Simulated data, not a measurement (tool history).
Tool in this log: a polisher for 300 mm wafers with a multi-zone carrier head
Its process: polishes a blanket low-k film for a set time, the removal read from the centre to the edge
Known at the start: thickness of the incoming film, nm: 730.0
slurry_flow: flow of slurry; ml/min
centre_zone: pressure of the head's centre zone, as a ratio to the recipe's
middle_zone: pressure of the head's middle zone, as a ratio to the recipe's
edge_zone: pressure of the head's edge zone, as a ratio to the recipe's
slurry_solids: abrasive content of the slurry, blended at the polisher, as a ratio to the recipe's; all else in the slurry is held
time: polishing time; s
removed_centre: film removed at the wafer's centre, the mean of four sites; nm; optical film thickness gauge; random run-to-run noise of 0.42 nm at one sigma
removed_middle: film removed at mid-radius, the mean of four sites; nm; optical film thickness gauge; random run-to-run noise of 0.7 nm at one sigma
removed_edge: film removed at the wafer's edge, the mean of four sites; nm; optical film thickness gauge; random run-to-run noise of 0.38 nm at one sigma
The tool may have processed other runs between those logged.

run 1 day=0.000 | slurry_flow=255 centre_zone=1.00 middle_zone=1.00 edge_zone=1.00 slurry_solids=1.00 time=74 | removed_centre=37.505 removed_middle=37.587 removed_edge=38.711
run 2 day=0.025 | slurry_flow=255 centre_zone=0.96 middle_zone=1.00 edge_zone=1.00 slurry_solids=1.00 time=74 | removed_centre=36.589 removed_middle=38.533 removed_edge=38.736
run 3 day=0.267 | slurry_flow=255 centre_zone=0.91 middle_zone=1.00 edge_zone=1.00 slurry_solids=1.00 time=74 | removed_centre=35.078 removed_middle=38.364 removed_edge=38.510
run 4 day=0.417 | slurry_flow=200 centre_zone=0.91 middle_zone=1.00 edge_zone=1.00 slurry_solids=1.00 time=74 | removed_centre=33.765 removed_middle=37.676 removed_edge=38.130
run 5 day=0.517 | slurry_flow=200 centre_zone=0.91 middle_zone=1.00 edge_zone=1.00 slurry_solids=0.90 time=74 | removed_centre=32.360 removed_middle=35.390 removed_edge=35.687
run 6 day=0.879 | slurry_flow=200 centre_zone=0.91 middle_zone=1.00 edge_zone=1.00 slurry_solids=1.05 time=74 | removed_centre=34.858 removed_middle=38.782 removed_edge=39.402
run 7 day=1.108 | slurry_flow=200 centre_zone=0.91 middle_zone=1.00 edge_zone=1.00 slurry_solids=1.05 time=74 | removed_centre=34.492 removed_middle=39.200 removed_edge=39.531
run 8 day=1.283 | slurry_flow=200 centre_zone=0.92 middle_zone=1.00 edge_zone=1.02 slurry_solids=1.10 time=74 | removed_centre=35.883 removed_middle=39.297 removed_edge=40.384
run 9 day=1.633 | slurry_flow=200 centre_zone=0.91 middle_zone=1.00 edge_zone=1.03 slurry_solids=1.15 time=75 | removed_centre=37.165 removed_middle=41.114 removed_edge=41.827
run 10 day=2.000 | slurry_flow=230 centre_zone=0.81 middle_zone=0.95 edge_zone=1.13 slurry_solids=1.40 time=84 | removed_centre=39.813 removed_middle=49.193 removed_edge=54.056
run 11 day=2.158 | slurry_flow=230 centre_zone=0.81 middle_zone=0.95 edge_zone=1.13 slurry_solids=1.40 time=84 | removed_centre=40.551 removed_middle=49.254 removed_edge=53.772

For run 12, what comes out?
run 12 day=2.192 | slurry_flow=235 centre_zone=0.82 middle_zone=0.96 edge_zone=1.14 slurry_solids=1.40 time=84 | removed_centre=? removed_middle=? removed_edge=?

Run 12 produced removed_centre 41.101 nm, removed_middle 49.019 nm, removed_edge 54.126 nm.
